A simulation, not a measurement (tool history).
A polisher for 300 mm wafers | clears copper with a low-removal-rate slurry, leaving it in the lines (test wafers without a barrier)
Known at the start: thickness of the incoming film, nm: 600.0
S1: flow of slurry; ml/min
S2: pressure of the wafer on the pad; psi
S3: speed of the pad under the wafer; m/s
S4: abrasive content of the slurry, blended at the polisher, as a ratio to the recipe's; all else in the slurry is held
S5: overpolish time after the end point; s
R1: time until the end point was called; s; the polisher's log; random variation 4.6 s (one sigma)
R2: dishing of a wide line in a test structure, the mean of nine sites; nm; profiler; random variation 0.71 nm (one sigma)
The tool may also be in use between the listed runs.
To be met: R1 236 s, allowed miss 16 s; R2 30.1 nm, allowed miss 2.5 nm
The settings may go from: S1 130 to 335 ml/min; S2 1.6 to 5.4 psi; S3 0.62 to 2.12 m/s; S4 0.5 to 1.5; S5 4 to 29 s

run	day	S1	S2	S3	S4	S5	R1	R2
1	0	215	3.5	1.36	1	15	134.22	42.421
2	0.292	215	3.5	1.36	1	12	128.09	34.668
3	0.638	240	3.5	1.36	1	12	128.82	37.047
4	0.95	240	3.5	1.36	1	10	131.37	31.075
5	1.004	240	3.3	1.34	1	11	137.92	31.899
6	1.025	240	3.3	1.34	1.1	11	137.55	32.885
7	1.325	240	3.1	1.32	1.1	12	148.85	32.796
8	1.496	240	3	1.32	1.1	12	148.33	32.538
9	1.717	240	2.9	1.3	1.1	13	160.47	32.661
10	1.838	240	2.8	1.3	1.1	13	155.54	33.561
11	2.05	240	2.7	1.26	1.1	13	171.98	29.526
12	2.254	235	1.7	1.22	1.1	20	265.91	31.113

Which of these 5 next moves meets every target?
A	2.458	165	1.6	1.22	1.3	20	?	?
B	2.458	210	1.7	1.46	1	20	?	?
C	2.458	260	2.2	1.1	0.95	18	?	?
D	2.458	220	1.6	1.16	1.3	25	?	?
E	2.458	215	1.9	1.28	1.15	20	?	?

move	R1	R2
A	262.69	29.3
B	219.2	34.031
C	234.51	29.921
D	269.15	34.401
E	221.21	33.985
A: nearer than the last run, and not there yet
B: takes the result that was furthest off past its target
C: meets every target
D: further off than the last run
E: brings the result that was furthest off to its target, and leaves another outside
Answer: C

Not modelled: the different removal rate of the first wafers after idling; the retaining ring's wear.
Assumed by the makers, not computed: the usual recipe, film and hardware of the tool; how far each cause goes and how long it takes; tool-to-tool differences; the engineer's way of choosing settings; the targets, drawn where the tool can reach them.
